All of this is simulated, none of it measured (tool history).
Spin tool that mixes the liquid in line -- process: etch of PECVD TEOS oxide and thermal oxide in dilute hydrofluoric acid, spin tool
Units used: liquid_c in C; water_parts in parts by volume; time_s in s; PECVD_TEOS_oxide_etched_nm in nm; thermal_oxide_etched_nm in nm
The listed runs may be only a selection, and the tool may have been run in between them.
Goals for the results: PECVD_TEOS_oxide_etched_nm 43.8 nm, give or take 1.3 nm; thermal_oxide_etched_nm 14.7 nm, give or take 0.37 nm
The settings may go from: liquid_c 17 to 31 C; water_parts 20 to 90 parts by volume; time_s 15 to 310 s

run,hour,liquid_c,water_parts,time_s,PECVD_TEOS_oxide_etched_nm,thermal_oxide_etched_nm
1,0,23,50,160,52.044,17.452
2,3.1,21.5,50,160,49.045,16.165
3,8.3,21,50,160,48.079,16.061
4,11.5,21,50,130,38.758,12.985
5,13.9,21,50,185,55.205,18.7
6,19.9,20,50,185,52.733,17.64
7,26.2,19,50,185,50.431,16.977
8,32,18.5,50,185,49.407,16.516
9,40.2,18,50,185,48.213,16.24
10,41.3,17.5,50,185,48.177,15.906

Below are 4 possible settings for the next run. Only one of them brings all results inside the allowed miss of their targets. Which is it?
A,42.4,21,60,190,?,?
B,42.4,17,45,165,?,?
C,42.4,19,60,185,?,?
D,42.4,19,70,230,?,?

move,PECVD_TEOS_oxide_etched_nm,thermal_oxide_etched_nm
A,46.293,15.605
B,45.979,15.499
C,41.428,13.965
D,43.643,14.711
A: closer than the last run, but not yet in spec
B: closer than the last run, but not yet in spec
C: the result that was furthest off in the last run now lies on the other side of its target
D: all results in spec
Go with D: it meets all targets.

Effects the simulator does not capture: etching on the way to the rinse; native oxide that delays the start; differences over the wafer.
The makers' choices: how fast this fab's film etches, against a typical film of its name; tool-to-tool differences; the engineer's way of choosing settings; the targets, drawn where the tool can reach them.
